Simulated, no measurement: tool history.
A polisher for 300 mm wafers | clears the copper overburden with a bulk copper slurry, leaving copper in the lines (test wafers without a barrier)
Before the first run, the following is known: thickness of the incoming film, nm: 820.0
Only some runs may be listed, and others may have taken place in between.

run  hour  flow of slurry (ml/min)  pressure of the wafer on the pad (psi)  speed of the pad under the wafer (m/s)  abrasive content of the slurry  overpolish time after the end point (s)  time until the end point was called (s)  dishing of a wide line in a test structure (Å)
  1   0.0                      280                                     2.6                                    1.14                             1.0                                       22                                   82.098                                          973.43
  2   3.6                      280                                     2.8                                    1.16                             1.0                                       21                                   75.574                                         1013.30
  3   6.4                      280                                     2.4                                    1.16                             1.0                                       21                                   88.524                                          938.07
  4  14.9                      280                                     2.4                                    0.96                             1.0                                       21                                  101.750                                          862.24
  5  17.7                      340                                     2.4                                    0.96                             1.0                                       21                                   99.656                                          868.73
  6  19.5                      340                                     2.0                                    0.96                             1.0                                       21                                  121.260                                          757.23
  7  26.0                      340                                     2.3                                    1.00                             1.0                                       20                                  102.640                                          823.49
  8  33.3                      340                                     2.6                                    1.04                             1.0                                       19                                   87.456                                          836.25
  9  38.9                      340                                     2.8                                    1.06                             1.0                                       19                                   82.100                                          960.60
 10  42.9                      340                                     3.0                                    1.12                             1.0                                       18                                   72.048                                          983.05
 11  49.8                      340                                     3.2                                    1.16                             1.0                                       17                                   66.116                                         1020.80

Expected results for the next run?
 12  53.4                      340                                     3.3                                    1.20                             1.0                                       17                                        ?                                               ?

{"run 12": {"time until the end point was called (s)": 63.407, "dishing of a wide line in a test structure (Å)": 1029.9}}
